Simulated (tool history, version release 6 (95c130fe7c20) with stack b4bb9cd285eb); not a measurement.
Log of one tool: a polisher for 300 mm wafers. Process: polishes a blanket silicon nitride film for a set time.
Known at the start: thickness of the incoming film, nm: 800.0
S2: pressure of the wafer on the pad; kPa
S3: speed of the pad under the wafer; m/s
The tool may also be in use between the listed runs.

run 1 hour=0 | flow_of_slurry_(ml/min)=145 S2=31 S3=0.96 polishing_time_(s)=63 | film_removed_(Å)=1453.3
run 2 hour=1.3 | flow_of_slurry_(ml/min)=140 S2=28.3 S3=0.96 polishing_time_(s)=63 | film_removed_(Å)=1307.2
run 3 hour=2.8 | flow_of_slurry_(ml/min)=170 S2=28.3 S3=0.96 polishing_time_(s)=63 | film_removed_(Å)=1364.3
run 4 hour=4.6 | flow_of_slurry_(ml/min)=170 S2=28.3 S3=0.82 polishing_time_(s)=63 | film_removed_(Å)=1219.7
run 5 hour=10.2 | flow_of_slurry_(ml/min)=135 S2=28.3 S3=0.82 polishing_time_(s)=63 | film_removed_(Å)=1162.9
run 6 hour=12.9 | flow_of_slurry_(ml/min)=160 S2=28.3 S3=0.82 polishing_time_(s)=63 | film_removed_(Å)=1182.2
run 7 hour=20.4 | flow_of_slurry_(ml/min)=155 S2=26.9 S3=0.82 polishing_time_(s)=63 | film_removed_(Å)=1149.4

The next listed run, before its measurement:
run 8 hour=26.4 | flow_of_slurry_(ml/min)=150 S2=25.5 S3=0.82 polishing_time_(s)=63 | film_removed_(Å)=?

film removed (Å): 1065.3

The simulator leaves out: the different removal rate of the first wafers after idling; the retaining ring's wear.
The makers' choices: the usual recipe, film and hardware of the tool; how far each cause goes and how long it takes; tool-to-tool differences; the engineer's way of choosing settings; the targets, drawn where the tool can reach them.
